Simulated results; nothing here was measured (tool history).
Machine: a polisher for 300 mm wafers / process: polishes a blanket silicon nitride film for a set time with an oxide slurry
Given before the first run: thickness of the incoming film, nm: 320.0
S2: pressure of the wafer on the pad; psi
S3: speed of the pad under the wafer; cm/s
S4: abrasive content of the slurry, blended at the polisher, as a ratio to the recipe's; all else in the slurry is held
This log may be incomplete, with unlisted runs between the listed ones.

run 1 hour=0.0 | flow_of_slurry_(ml/min)=220 S2=3.4 S3=96 S4=1.0 polishing_time_(s)=92 | film_removed_(angstrom)=602.95
run 2 hour=8.6 | flow_of_slurry_(ml/min)=225 S2=3.5 S3=96 S4=1.0 polishing_time_(s)=92 | film_removed_(angstrom)=628.56
run 3 hour=13.8 | flow_of_slurry_(ml/min)=225 S2=3.5 S3=96 S4=1.0 polishing_time_(s)=92 | film_removed_(angstrom)=621.41
run 4 hour=16.1 | flow_of_slurry_(ml/min)=225 S2=3.5 S3=96 S4=1.2 polishing_time_(s)=92 | film_removed_(angstrom)=685.58
run 5 hour=19.3 | flow_of_slurry_(ml/min)=225 S2=3.9 S3=96 S4=1.2 polishing_time_(s)=92 | film_removed_(angstrom)=746.99
run 6 hour=25.2 | flow_of_slurry_(ml/min)=230 S2=3.9 S3=96 S4=1.2 polishing_time_(s)=92 | film_removed_(angstrom)=756.90

Run 7 comes next. What will it give?
run 7 hour=26.3 | flow_of_slurry_(ml/min)=235 S2=3.9 S3=96 S4=1.2 polishing_time_(s)=92 | film_removed_(angstrom)=?

{"run 7": {"film removed (angstrom)": 750.13}}
